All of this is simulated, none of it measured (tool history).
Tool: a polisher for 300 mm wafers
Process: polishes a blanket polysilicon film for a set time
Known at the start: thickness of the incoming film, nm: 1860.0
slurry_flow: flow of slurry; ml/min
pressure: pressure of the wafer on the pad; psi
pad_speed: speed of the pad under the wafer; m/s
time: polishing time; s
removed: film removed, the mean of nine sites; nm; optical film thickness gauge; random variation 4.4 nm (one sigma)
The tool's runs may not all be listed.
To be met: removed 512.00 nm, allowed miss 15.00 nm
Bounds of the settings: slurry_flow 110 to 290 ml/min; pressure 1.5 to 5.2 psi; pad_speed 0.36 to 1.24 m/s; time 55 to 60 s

{"run": 1, "hour": 0.0, "slurry_flow": 185, "pressure": 3.3, "pad_speed": 0.8, "time": 60, "removed": 451.88}
{"run": 2, "hour": 7.6, "slurry_flow": 185, "pressure": 3.3, "pad_speed": 0.8, "time": 55, "removed": 408.35}
{"run": 3, "hour": 11.9, "slurry_flow": 185, "pressure": 3.6, "pad_speed": 0.8, "time": 55, "removed": 444.49}
{"run": 4, "hour": 14.1, "slurry_flow": 200, "pressure": 3.9, "pad_speed": 0.8, "time": 55, "removed": 481.23}
{"run": 5, "hour": 22.8, "slurry_flow": 200, "pressure": 4.0, "pad_speed": 0.8, "time": 55, "removed": 492.27}
{"run": 6, "hour": 31.7, "slurry_flow": 200, "pressure": 3.2, "pad_speed": 0.8, "time": 55, "removed": 395.33}
{"run": 7, "hour": 36.1, "slurry_flow": 200, "pressure": 3.3, "pad_speed": 0.8, "time": 55, "removed": 414.78}
{"run": 8, "hour": 37.3, "slurry_flow": 200, "pressure": 3.4, "pad_speed": 0.8, "time": 55, "removed": 421.45}
{"run": 9, "hour": 38.3, "slurry_flow": 200, "pressure": 3.5, "pad_speed": 0.8, "time": 55, "removed": 436.41}
{"run": 10, "hour": 43.1, "slurry_flow": 200, "pressure": 3.6, "pad_speed": 0.8, "time": 55, "removed": 448.35}
{"run": 11, "hour": 49.0, "slurry_flow": 200, "pressure": 3.9, "pad_speed": 0.8, "time": 55, "removed": 479.34}

Which of these 5 next moves meets every target?
{"run": "A", "hour": 54.9, "slurry_flow": 190, "pressure": 3.4, "pad_speed": 0.84, "time": 55, "removed": "?"}
{"run": "B", "hour": 54.9, "slurry_flow": 220, "pressure": 3.2, "pad_speed": 0.86, "time": 55, "removed": "?"}
{"run": "C", "hour": 54.9, "slurry_flow": 230, "pressure": 3.6, "pad_speed": 0.8, "time": 55, "removed": "?"}
{"run": "D", "hour": 54.9, "slurry_flow": 170, "pressure": 3.9, "pad_speed": 0.7, "time": 59, "removed": "?"}
{"run": "E", "hour": 54.9, "slurry_flow": 205, "pressure": 3.9, "pad_speed": 0.84, "time": 55, "removed": "?"}

move=A removed=432.36
move=B removed=425.78
move=C removed=447.49
move=D removed=436.27
move=E removed=499.60
A: further off than the last run
B: further off than the last run
C: further off than the last run
D: further off than the last run
E: meets every target
Answer: E

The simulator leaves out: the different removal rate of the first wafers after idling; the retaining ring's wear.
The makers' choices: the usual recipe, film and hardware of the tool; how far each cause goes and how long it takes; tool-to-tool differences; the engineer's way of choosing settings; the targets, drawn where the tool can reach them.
